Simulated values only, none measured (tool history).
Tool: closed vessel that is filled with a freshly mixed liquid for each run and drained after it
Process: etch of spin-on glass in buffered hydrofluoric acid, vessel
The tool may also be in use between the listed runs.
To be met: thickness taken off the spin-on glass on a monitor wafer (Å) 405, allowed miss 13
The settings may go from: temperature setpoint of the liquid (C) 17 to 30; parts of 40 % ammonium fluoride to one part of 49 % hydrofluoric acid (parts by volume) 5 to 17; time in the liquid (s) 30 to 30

run  hour  temperature setpoint of the liquid (C)  parts of 40 % ammonium fluoride to one part of 49 % hydrofluoric acid (parts by volume)  time in the liquid (s)  thickness taken off the spin-on glass on a monitor wafer (Å)
  1     0                                      22                                                                                     10.5                      30                                                        474.37
  2     7                                    21.5                                                                                     10.5                      30                                                        474.97
  3  10.1                                      21                                                                                     10.5                      30                                                        453.65
  4  11.6                                      21                                                                                      8.5                      30                                                        541.42
  5    15                                    20.5                                                                                      8.5                      30                                                        523.43
  6  19.1                                      20                                                                                      8.5                      30                                                        515.58
  7  24.6                                    19.5                                                                                      8.5                      30                                                        496.83
  8  33.9                                      19                                                                                      8.5                      30                                                         483.1
  9  39.9                                    18.5                                                                                      8.5                      30                                                         471.1
 10  42.1                                    17.5                                                                                        9                      30                                                         425.8

4 next moves are on the table. One of them brings every result within its allowed miss. Which?
  A  44.3                                      18                                                                                        9                      30                                                             ?
  B  44.3                                      18                                                                                       11                      30                                                             ?
  C  44.3                                    17.5                                                                                        8                      30                                                             ?
  D  44.3                                      17                                                                                      9.5                      30                                                             ?

move  thickness taken off the spin-on glass on a monitor wafer (Å)
   A                                                         443.3
   B                                                        370.85
   C                                                        477.52
   D                                                        404.19
A: further off than the last run
B: takes the result that was furthest off past its target
C: further off than the last run
D: meets every target
Answer: D
